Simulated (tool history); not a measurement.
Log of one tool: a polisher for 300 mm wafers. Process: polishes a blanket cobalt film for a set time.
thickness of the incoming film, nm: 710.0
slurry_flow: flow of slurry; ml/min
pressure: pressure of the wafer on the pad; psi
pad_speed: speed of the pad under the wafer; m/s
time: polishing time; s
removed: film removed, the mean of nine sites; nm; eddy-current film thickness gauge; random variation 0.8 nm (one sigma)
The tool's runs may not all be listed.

Run 1, hour 0: slurry_flow 120 ml/min, pressure 1.6 psi, pad_speed 0.86 m/s, time 49 s. Result: removed 167.12 nm.
Run 2, hour 3: slurry_flow 135 ml/min, pressure 1.6 psi, pad_speed 0.86 m/s, time 49 s. Result: removed 170.29 nm.
Run 3, hour 7.5: slurry_flow 135 ml/min, pressure 1.6 psi, pad_speed 0.78 m/s, time 49 s. Result: removed 154.11 nm.
Run 4, hour 12.3: slurry_flow 135 ml/min, pressure 1.6 psi, pad_speed 1 m/s, time 49 s. Result: removed 198.48 nm.
Run 5, hour 13.9: slurry_flow 125 ml/min, pressure 1.4 psi, pad_speed 1 m/s, time 49 s. Result: removed 169.22 nm.
Run 6, hour 18.3: slurry_flow 115 ml/min, pressure 1.3 psi, pad_speed 1 m/s, time 49 s. Result: removed 155.84 nm.

Forecast run 7:
Run 7, hour 23.7: slurry_flow 115 ml/min, pressure 1.3 psi, pad_speed 1 m/s, time 49 s. Result: removed ?.

{"run 7": {"removed": 155.39}}
